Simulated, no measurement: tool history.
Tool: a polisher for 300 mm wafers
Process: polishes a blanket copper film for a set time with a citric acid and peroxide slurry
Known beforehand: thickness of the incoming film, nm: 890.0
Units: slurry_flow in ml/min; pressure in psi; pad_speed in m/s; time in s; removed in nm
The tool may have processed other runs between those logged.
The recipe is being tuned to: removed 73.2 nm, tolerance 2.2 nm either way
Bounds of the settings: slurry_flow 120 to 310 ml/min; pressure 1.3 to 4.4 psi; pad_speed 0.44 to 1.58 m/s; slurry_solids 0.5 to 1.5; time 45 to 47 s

run    day  slurry_flow  pressure  pad_speed  slurry_solids  time  removed
  1      0          200       2.8          1              1    45   98.676
  2  0.296          200       2.8          1           1.15    45   100.88
  3  0.642          200       2.8          1           1.05    45   99.119
  4  0.675          200       2.8       1.24           1.05    45   121.52
  5  0.854          200       3.1       1.24           1.05    45   137.32
  6  0.967          200       2.9       1.24           1.05    45    126.5
  7   1.05          200       2.7       1.24           1.05    45   117.86
  8  1.267          200       2.5       1.24           1.05    45   111.29

Pick the move, out of 5, that brings all results within their allowed miss; only one does.
  A  1.483          190       2.9       0.88            0.9    45        ?
  B  1.483          245       2.3       0.82            0.9    45        ?
  C  1.483          240       2.2       0.98            1.1    45        ?
  D  1.483          175       2.4        0.9           0.85    45        ?
  E  1.483          120       2.4          1              1    45        ?

move  removed
   A   88.751
   B   68.164
   C   79.497
   D    74.27
   E   79.752
A: gains on the last run, yet a result remains outside its allowed miss
B: takes the biggest miss from the last run beyond its target
C: gains on the last run, yet a result remains outside its allowed miss
D: hits every target within its allowed miss
E: gains on the last run, yet a result remains outside its allowed miss
The right move is D.
